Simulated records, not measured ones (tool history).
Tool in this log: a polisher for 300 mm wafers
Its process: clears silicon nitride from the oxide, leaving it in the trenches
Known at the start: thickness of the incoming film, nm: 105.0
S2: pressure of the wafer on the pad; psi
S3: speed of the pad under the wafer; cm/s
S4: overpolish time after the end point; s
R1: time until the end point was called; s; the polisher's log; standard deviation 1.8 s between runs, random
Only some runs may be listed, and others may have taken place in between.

{"run": 1, "hour": 0.0, "flow of slurry (ml/min)": 310, "S2": 2.6, "S3": 122, "S4": 5, "R1": 113.63}
{"run": 2, "hour": 3.5, "flow of slurry (ml/min)": 310, "S2": 2.5, "S3": 122, "S4": 5, "R1": 119.51}
{"run": 3, "hour": 11.4, "flow of slurry (ml/min)": 310, "S2": 2.4, "S3": 122, "S4": 5, "R1": 122.15}
{"run": 4, "hour": 12.7, "flow of slurry (ml/min)": 310, "S2": 2.3, "S3": 122, "S4": 5, "R1": 127.85}
{"run": 5, "hour": 16.1, "flow of slurry (ml/min)": 310, "S2": 2.3, "S3": 94, "S4": 5, "R1": 164.51}
{"run": 6, "hour": 24.7, "flow of slurry (ml/min)": 355, "S2": 2.3, "S3": 94, "S4": 5, "R1": 160.26}
{"run": 7, "hour": 29.1, "flow of slurry (ml/min)": 360, "S2": 2.4, "S3": 94, "S4": 5, "R1": 155.09}

Expected results for the next run?
{"run": 8, "hour": 32.2, "flow of slurry (ml/min)": 360, "S2": 2.5, "S3": 94, "S4": 5, "R1": "?"}

R1: 155.34 s

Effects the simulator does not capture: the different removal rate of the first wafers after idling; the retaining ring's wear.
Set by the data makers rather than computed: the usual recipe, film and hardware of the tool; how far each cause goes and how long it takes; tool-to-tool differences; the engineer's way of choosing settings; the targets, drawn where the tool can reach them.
